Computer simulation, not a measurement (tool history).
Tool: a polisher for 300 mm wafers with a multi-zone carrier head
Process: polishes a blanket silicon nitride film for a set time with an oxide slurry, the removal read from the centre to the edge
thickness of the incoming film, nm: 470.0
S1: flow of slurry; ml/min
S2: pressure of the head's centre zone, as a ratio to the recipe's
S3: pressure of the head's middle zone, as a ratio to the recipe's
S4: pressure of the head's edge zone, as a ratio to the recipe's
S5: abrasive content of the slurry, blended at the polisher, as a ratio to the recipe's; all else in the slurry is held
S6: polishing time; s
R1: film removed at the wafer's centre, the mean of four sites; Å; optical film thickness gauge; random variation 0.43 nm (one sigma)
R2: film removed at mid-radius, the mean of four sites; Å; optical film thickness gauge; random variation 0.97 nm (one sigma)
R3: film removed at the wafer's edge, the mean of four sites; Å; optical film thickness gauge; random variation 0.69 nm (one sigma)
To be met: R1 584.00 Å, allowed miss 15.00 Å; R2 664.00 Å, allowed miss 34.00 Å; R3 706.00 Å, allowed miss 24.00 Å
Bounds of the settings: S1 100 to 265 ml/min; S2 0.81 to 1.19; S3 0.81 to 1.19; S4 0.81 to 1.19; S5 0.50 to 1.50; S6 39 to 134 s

run	hour	S1	S2	S3	S4	S5	S6	R1	R2	R3
1	0.0	170	1.00	1.00	1.00	1.00	86	456.88	461.88	462.18
2	6.1	170	0.98	1.01	1.04	1.15	88	502.41	510.82	522.02
3	12.3	170	0.98	1.01	1.04	1.00	88	460.38	467.51	487.57
4	13.2	170	0.91	1.01	1.04	1.00	88	429.58	468.15	470.11
5	14.7	155	0.90	1.03	1.08	1.15	91	473.75	543.68	543.36
6	20.6	155	0.90	1.03	1.08	1.05	91	451.33	499.13	505.36
7	28.6	170	0.90	1.03	1.11	1.15	91	481.96	545.46	548.66
8	36.7	155	0.90	1.02	1.13	1.25	92	500.98	555.84	580.27
9	43.8	160	0.89	1.02	1.15	1.30	93	505.36	591.74	600.53
10	50.3	155	0.90	1.01	1.16	1.35	95	530.02	595.43	630.95
11	54.6	165	0.90	1.01	1.17	1.40	95	545.14	617.41	639.80
12	61.4	155	0.90	1.01	1.17	1.45	96	557.44	624.66	653.98
13	68.6	160	0.89	1.00	1.18	1.45	97	553.34	623.05	674.27
14	73.2	165	0.89	1.00	1.18	1.45	97	557.85	617.35	672.57
15	81.0	170	0.89	1.01	1.18	1.45	97	560.63	626.93	658.12
16	89.5	160	0.90	1.01	1.18	1.45	98	573.98	640.27	665.38
17	91.5	160	0.90	1.01	1.18	1.45	98	568.89	655.78	659.50
18	95.0	165	0.89	1.00	1.18	1.45	99	572.83	636.37	677.85

5 next moves are on the table. One of them brings every result within its allowed miss. Which?
A	98.5	180	0.97	0.97	1.14	1.45	98	?	?	?
B	98.5	130	0.93	1.09	1.14	1.50	94	?	?	?
C	98.5	120	0.89	1.03	1.18	1.45	106	?	?	?
D	98.5	185	0.87	1.00	1.02	1.40	103	?	?	?
E	98.5	185	0.96	1.04	1.13	1.50	96	?	?	?

move	R1	R2	R3
A	627.22	637.05	669.85
B	563.14	657.94	632.42
C	595.48	690.17	708.67
D	592.73	679.18	665.03
E	619.92	673.38	663.97
A: further off than the last run
B: further off than the last run
C: meets every target
D: further off than the last run
E: further off than the last run
Move C is the one to make.
